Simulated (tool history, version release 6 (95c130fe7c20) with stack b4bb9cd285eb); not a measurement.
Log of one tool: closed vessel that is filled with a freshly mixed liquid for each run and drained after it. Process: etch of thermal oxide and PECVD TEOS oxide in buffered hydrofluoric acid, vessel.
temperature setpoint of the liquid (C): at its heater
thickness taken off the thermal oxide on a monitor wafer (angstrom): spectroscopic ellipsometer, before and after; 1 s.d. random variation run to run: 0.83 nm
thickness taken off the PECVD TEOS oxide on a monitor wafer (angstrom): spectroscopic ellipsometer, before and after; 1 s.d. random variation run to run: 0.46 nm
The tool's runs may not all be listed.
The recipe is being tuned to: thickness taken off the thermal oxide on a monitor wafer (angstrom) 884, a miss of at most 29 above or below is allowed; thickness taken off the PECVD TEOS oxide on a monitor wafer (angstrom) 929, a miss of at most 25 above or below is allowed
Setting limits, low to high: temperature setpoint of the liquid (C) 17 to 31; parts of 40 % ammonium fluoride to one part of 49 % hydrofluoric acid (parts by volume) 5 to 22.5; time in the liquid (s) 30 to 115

| run | hour | temperature setpoint of the liquid (C) | parts of 40 % ammonium fluoride to one part of 49 % hydrofluoric acid (parts by volume) | time in the liquid (s) | thickness taken off the thermal oxide on a monitor wafer (angstrom) | thickness taken off the PECVD TEOS oxide on a monitor wafer (angstrom) |
|---|---|---|---|---|---|---|
| 1 | 0 | 23 | 13.5 | 60 | 509.83 | 542.27 |
| 2 | 3.8 | 24 | 13.5 | 60 | 544.66 | 570.61 |
| 3 | 9.7 | 24.5 | 13 | 60 | 573.06 | 609.25 |
| 4 | 12.3 | 24.5 | 13 | 80 | 758.66 | 811.71 |
| 5 | 13.6 | 24.5 | 16 | 80 | 627.4 | 657.95 |
| 6 | 19.6 | 24.5 | 14.5 | 80 | 691.2 | 730.66 |
| 7 | 28.8 | 25 | 14.5 | 80 | 711.92 | 746.15 |
| 8 | 36.8 | 25.5 | 14.5 | 80 | 721.35 | 773.96 |
| 9 | 38 | 28.5 | 13.5 | 80 | 919.16 | 963.51 |
| 10 | 45.3 | 28.5 | 13.5 | 80 | 927.93 | 962.8 |

Consider the 4 candidate settings below. Which is the only one whose results all fall within their allowed miss of target?
| A | 52.6 | 21.5 | 10 | 90 | ? | ? |
| B | 52.6 | 29 | 14 | 85 | ? | ? |
| C | 52.6 | 31 | 12 | 65 | ? | ? |
| D | 52.6 | 28 | 18 | 105 | ? | ? |

| move | thickness taken off the thermal oxide on a monitor wafer (angstrom) | thickness taken off the PECVD TEOS oxide on a monitor wafer (angstrom) |
|---|---|---|
| A | 952.94 | 1000.7 |
| B | 972.43 | 1021.2 |
| C | 960.3 | 1008.4 |
| D | 890.07 | 934.7 |
A: moves away from the targets compared with the last run
B: moves away from the targets compared with the last run
C: moves away from the targets compared with the last run
D: every result within its allowed miss
D is the move that brings every result within its allowed miss.

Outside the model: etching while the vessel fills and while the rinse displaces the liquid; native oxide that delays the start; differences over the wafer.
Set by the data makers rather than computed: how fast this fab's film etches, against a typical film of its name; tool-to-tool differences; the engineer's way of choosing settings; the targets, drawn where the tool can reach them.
